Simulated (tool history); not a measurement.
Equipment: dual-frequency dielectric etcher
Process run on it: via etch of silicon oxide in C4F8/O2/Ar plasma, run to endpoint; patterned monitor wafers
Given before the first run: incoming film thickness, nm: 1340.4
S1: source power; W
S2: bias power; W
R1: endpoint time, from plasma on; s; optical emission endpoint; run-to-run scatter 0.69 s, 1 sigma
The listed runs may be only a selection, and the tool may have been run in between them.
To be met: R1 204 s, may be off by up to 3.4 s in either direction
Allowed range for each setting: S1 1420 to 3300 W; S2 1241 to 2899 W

run    day    S1    S2      R1
  1      0  2360  2070  230.12
  2  0.162  2520  2094  222.98
  3   0.35  2520  1907  228.67
  4  0.433  2520  1678  234.59
  5  0.596  2840  1678  225.73
  6  0.725  2960  1760  220.31
  7  0.775  3050  1830  214.28
  8  0.846  3110  1859  211.67
  9  0.875  3160  1881  210.43
 10  1.004  3200  1905  209.62
 11  1.079  3230  1937  207.56

Below are 5 possible settings for the next run. Only one of them brings all results inside the allowed miss of their targets. Which is it?
  A  1.154  3150  1788   ?
  B  1.154  3300  1961   ?
  C  1.154  3240  1599   ?
  D  1.154  2940  2016   ?
  E  1.154  3140  1909   ?

move      R1
   A  212.32
   B  204.32
   C  215.32
   D  211.88
   E  209.43
A: misses by more than the last run did
B: every result lands within tolerance
C: misses by more than the last run did
D: misses by more than the last run did
E: misses by more than the last run did
Correct choice: B, which meets every target
